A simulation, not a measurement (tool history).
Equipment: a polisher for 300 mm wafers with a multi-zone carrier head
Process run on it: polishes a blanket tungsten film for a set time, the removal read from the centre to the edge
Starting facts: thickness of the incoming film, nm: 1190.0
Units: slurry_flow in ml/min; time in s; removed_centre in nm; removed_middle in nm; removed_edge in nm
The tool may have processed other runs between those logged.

run	hour	slurry_flow	centre_zone	middle_zone	edge_zone	slurry_solids	time	removed_centre	removed_middle	removed_edge
1	0.0	140	1.00	1.00	1.00	1.00	75	159.35	158.29	160.53
2	5.7	135	0.98	1.02	1.01	1.00	75	153.95	163.72	160.78
3	6.6	135	0.98	0.94	1.01	1.00	75	153.78	149.72	161.67
4	7.5	135	0.98	0.94	1.01	1.00	64	132.25	130.54	136.09
5	9.8	135	0.98	0.94	1.01	0.85	64	126.56	126.73	133.39
6	15.3	140	0.97	0.96	1.03	0.85	64	126.81	128.63	134.05
7	17.1	140	0.95	0.98	1.04	0.90	65	126.08	135.61	138.77
8	18.9	145	0.94	0.99	1.06	0.95	65	129.06	137.71	141.61
9	25.1	145	0.93	1.01	1.07	1.00	65	128.78	141.79	143.33

Run 10 is up next; what results do you expect?
10	28.4	145	0.92	1.02	1.08	1.05	65	?	?	?

{"run 10": {"removed_centre": 129.04, "removed_middle": 140.87, "removed_edge": 145.05}}
